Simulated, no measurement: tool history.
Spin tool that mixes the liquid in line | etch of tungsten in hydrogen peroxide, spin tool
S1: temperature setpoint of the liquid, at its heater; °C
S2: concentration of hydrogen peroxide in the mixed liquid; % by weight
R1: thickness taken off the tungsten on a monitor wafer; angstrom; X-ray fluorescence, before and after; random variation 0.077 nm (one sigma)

Run 1, hour 0.0: S1 43.0 °C, S2 22 % by weight, time under the liquid (s) 15. Result: R1 105.230 angstrom.
Run 2, hour 8.2: S1 37.5 °C, S2 22 % by weight, time under the liquid (s) 15. Result: R1 73.298 angstrom.
Run 3, hour 14.7: S1 37.5 °C, S2 20 % by weight, time under the liquid (s) 15. Result: R1 70.015 angstrom.
Run 4, hour 16.8: S1 37.5 °C, S2 17 % by weight, time under the liquid (s) 15. Result: R1 64.598 angstrom.
Run 5, hour 21.0: S1 37.5 °C, S2 13 % by weight, time under the liquid (s) 15. Result: R1 56.241 angstrom.
Run 6, hour 27.0: S1 40.0 °C, S2 13 % by weight, time under the liquid (s) 15. Result: R1 66.148 angstrom.
Run 7, hour 31.6: S1 42.0 °C, S2 13 % by weight, time under the liquid (s) 15. Result: R1 75.508 angstrom.
At hour 39.9: heated supply line repaired.
Run 8, hour 39.9: S1 43.5 °C, S2 13 % by weight, time under the liquid (s) 15. Result: R1 95.663 angstrom.

Forecast run 9:
Run 9, hour 42.4: S1 51.0 °C, S2 13 % by weight, time under the liquid (s) 15. Result: R1 ?.

R1: 152.270 angstrom

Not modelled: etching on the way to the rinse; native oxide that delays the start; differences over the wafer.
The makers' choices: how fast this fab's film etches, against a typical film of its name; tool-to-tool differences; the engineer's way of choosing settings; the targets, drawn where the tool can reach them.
